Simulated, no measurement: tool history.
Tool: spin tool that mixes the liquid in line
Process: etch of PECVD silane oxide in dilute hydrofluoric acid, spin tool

run	hour	temperature setpoint of the liquid (°C)	parts of water to one part of 49 % hydrofluoric acid (parts by volume)	time under the liquid (s)	thickness taken off the PECVD silane oxide on a monitor wafer (nm)
1	0	24	180	45	5.9692
2	5	26	150	45	7.959
3	13.4	24	150	45	7.3521
4	19.8	26	130	45	9.4674
5	28.7	27.5	120	45	10.975
6	34.5	27.5	120	35	8.293

Expected results for the next run?
7	42.6	28.5	100	35	?

thickness taken off the PECVD silane oxide on a monitor wafer (nm): 10.843
